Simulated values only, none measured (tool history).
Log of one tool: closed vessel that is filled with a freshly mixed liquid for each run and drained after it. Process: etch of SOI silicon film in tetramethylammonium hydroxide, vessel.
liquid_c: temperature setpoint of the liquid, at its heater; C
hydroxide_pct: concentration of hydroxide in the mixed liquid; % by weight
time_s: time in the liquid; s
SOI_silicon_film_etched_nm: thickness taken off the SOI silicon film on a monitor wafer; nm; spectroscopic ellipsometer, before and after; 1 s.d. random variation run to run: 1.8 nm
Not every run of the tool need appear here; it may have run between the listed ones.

run 1 hour=0 | liquid_c=75 hydroxide_pct=12 time_s=90 | SOI_silicon_film_etched_nm=804.58
run 2 hour=1 | liquid_c=75 hydroxide_pct=14 time_s=90 | SOI_silicon_film_etched_nm=749.23
run 3 hour=4.6 | liquid_c=75 hydroxide_pct=14 time_s=90 | SOI_silicon_film_etched_nm=747.67
run 4 hour=11.4 | liquid_c=75 hydroxide_pct=16 time_s=90 | SOI_silicon_film_etched_nm=712.12
run 5 hour=16.1 | liquid_c=75 hydroxide_pct=14.5 time_s=90 | SOI_silicon_film_etched_nm=736.28
run 6 hour=24.6 | liquid_c=73.5 hydroxide_pct=14.5 time_s=90 | SOI_silicon_film_etched_nm=676.76
run 7 hour=25.9 | liquid_c=72.5 hydroxide_pct=14.5 time_s=90 | SOI_silicon_film_etched_nm=635.75

What does the tool deliver on the next run?
run 8 hour=27.5 | liquid_c=72 hydroxide_pct=14.5 time_s=90 | SOI_silicon_film_etched_nm=?

SOI_silicon_film_etched_nm: 618.79 nm
